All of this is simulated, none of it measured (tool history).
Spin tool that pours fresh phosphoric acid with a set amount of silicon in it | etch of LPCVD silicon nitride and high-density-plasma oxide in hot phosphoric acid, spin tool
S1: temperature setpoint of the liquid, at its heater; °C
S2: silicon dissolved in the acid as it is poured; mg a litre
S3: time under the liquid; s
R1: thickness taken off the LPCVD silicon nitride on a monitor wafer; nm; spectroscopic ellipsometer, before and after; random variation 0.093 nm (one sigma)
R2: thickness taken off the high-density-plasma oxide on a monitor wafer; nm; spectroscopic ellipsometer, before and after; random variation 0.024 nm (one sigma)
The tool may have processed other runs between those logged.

run	day	S1	S2	S3	R1	R2
1	0.000	162.0	26.0	180	14.391	0.40343
2	0.200	163.0	31.5	190	15.761	0.37570
3	0.312	163.0	40.0	190	15.883	0.24218
4	0.425	164.0	41.5	195	16.685	0.20754
5	0.712	164.5	40.0	200	17.588	0.30570
6	0.771	164.5	40.0	120	10.469	0.16806
7	0.954	165.0	41.0	140	12.375	0.18035
8	1.254	165.5	41.5	155	14.094	0.22417
9	1.325	166.0	42.5	165	15.032	0.22502
10	1.446	167.0	45.0	220	20.829	0.28760

Estimate the outcome of run 11 from the log above:
11	1.662	166.5	45.0	220	?	?

R1: 20.416 nm
R2: 0.26045 nm

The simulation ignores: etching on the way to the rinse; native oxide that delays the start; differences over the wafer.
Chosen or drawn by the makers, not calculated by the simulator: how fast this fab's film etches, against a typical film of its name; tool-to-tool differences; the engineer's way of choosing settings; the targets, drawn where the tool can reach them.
